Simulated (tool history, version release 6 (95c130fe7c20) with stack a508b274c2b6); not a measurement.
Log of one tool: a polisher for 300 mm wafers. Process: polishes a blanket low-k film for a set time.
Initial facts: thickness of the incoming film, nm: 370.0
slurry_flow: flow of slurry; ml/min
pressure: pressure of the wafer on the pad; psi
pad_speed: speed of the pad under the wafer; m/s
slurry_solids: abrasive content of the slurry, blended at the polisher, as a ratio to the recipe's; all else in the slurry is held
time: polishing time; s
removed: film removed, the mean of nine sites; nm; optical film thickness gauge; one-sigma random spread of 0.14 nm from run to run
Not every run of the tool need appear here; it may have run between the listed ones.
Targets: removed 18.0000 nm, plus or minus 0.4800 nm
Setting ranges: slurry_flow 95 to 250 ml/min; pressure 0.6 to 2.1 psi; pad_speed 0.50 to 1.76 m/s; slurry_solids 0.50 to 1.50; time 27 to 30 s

run,hour,slurry_flow,pressure,pad_speed,slurry_solids,time,removed
1,0.0,160,1.3,1.12,1.00,30,10.7580
2,5.4,170,1.5,1.12,1.00,30,12.5800
3,7.3,170,1.5,1.12,1.10,30,13.2170
4,10.0,170,1.5,0.88,1.10,30,11.0020
5,18.4,170,1.5,0.74,1.10,30,9.9381
6,22.9,170,1.5,0.74,1.10,30,9.8953
7,28.7,175,1.7,0.78,1.10,30,11.6340
8,37.6,180,1.8,0.84,1.10,30,12.9630
9,42.5,180,1.9,0.88,1.10,30,14.3040
10,46.5,180,1.9,0.88,1.10,30,14.1660
11,52.5,210,2.1,0.98,1.10,30,17.0820
12,55.8,210,2.1,1.00,1.10,30,17.4220

Which one of the following 5 next-run settings gets every result inside its allowed miss? There is exactly one.
A,59.1,185,2.0,1.20,1.00,29,?
B,59.1,220,2.0,1.02,1.10,30,?
C,59.1,125,2.0,1.10,1.50,27,?
D,59.1,210,2.1,0.96,1.05,29,?
E,59.1,225,2.0,1.08,1.25,29,?

move,removed
A,17.1780
B,16.9730
C,16.6370
D,16.0270
E,18.1520
A: lands further from the targets than the last run did
B: lands further from the targets than the last run did
C: lands further from the targets than the last run did
D: lands further from the targets than the last run did
E: hits every target within its allowed miss
The right move is E.
